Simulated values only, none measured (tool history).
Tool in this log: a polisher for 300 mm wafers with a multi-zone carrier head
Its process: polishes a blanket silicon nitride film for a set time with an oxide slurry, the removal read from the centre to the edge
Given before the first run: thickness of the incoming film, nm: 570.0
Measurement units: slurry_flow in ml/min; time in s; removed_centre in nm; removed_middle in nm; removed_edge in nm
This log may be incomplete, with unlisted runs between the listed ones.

Run 1, day 0.000: slurry_flow 305 ml/min, centre_zone 1.00, middle_zone 1.00, edge_zone 1.00, slurry_solids 1.0, time 65 s. Result: removed_centre 50.843 nm, removed_middle 52.476 nm, removed_edge 50.490 nm.
Run 2, day 0.342: slurry_flow 305 ml/min, centre_zone 1.00, middle_zone 1.00, edge_zone 1.00, slurry_solids 1.0, time 51 s. Result: removed_centre 39.769 nm, removed_middle 40.850 nm, removed_edge 39.908 nm.
Run 3, day 0.546: slurry_flow 310 ml/min, centre_zone 1.00, middle_zone 1.00, edge_zone 1.02, slurry_solids 1.0, time 51 s. Result: removed_centre 39.980 nm, removed_middle 40.868 nm, removed_edge 40.612 nm.
Run 4, day 0.621: slurry_flow 315 ml/min, centre_zone 1.00, middle_zone 1.00, edge_zone 1.04, slurry_solids 1.0, time 51 s. Result: removed_centre 40.124 nm, removed_middle 42.016 nm, removed_edge 41.030 nm.
Run 5, day 0.721: slurry_flow 245 ml/min, centre_zone 1.00, middle_zone 1.00, edge_zone 1.04, slurry_solids 1.0, time 51 s. Result: removed_centre 38.863 nm, removed_middle 39.824 nm, removed_edge 40.074 nm.
Run 6, day 0.754: slurry_flow 245 ml/min, centre_zone 1.00, middle_zone 1.00, edge_zone 0.99, slurry_solids 1.0, time 51 s. Result: removed_centre 38.976 nm, removed_middle 40.304 nm, removed_edge 38.622 nm.
Run 7, day 1.108: slurry_flow 260 ml/min, centre_zone 1.00, middle_zone 1.00, edge_zone 1.01, slurry_solids 1.0, time 51 s. Result: removed_centre 39.138 nm, removed_middle 41.006 nm, removed_edge 39.692 nm.

Forecast run 8:
Run 8, day 1.362: slurry_flow 260 ml/min, centre_zone 1.00, middle_zone 1.00, edge_zone 1.01, slurry_solids 1.0, time 51 s. Result: removed_centre ?, removed_middle ?, removed_edge ?.

removed_centre: 38.794 nm
removed_middle: 40.368 nm
removed_edge: 39.530 nm

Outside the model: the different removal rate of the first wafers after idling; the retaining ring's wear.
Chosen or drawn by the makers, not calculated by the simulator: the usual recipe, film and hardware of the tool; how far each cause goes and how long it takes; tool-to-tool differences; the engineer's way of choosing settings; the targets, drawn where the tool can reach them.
